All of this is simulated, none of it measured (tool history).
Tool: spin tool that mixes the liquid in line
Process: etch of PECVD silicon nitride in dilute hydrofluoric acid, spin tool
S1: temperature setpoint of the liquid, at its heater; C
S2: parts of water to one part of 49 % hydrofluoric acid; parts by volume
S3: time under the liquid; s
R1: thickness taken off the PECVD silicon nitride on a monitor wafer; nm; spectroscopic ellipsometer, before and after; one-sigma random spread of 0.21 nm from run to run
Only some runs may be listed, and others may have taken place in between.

| run | hour | S1 | S2 | S3 | R1 |
|---|---|---|---|---|---|
| 1 | 0.0 | 24.0 | 90 | 200 | 11.839 |
| 2 | 4.0 | 26.5 | 85 | 200 | 14.687 |
| 3 | 5.7 | 26.5 | 85 | 200 | 14.703 |
| 4 | 6.4 | 26.5 | 85 | 200 | 14.826 |
| 5 | 10.6 | 26.5 | 85 | 200 | 14.753 |
| 6 | 19.3 | 23.0 | 85 | 200 | 11.777 |
| 7 | 28.3 | 25.5 | 80 | 200 | 14.611 |

Expected results for the next run?
| 8 | 31.4 | 27.5 | 75 | 200 | ? |

Run 8 measured R1 17.956 nm.

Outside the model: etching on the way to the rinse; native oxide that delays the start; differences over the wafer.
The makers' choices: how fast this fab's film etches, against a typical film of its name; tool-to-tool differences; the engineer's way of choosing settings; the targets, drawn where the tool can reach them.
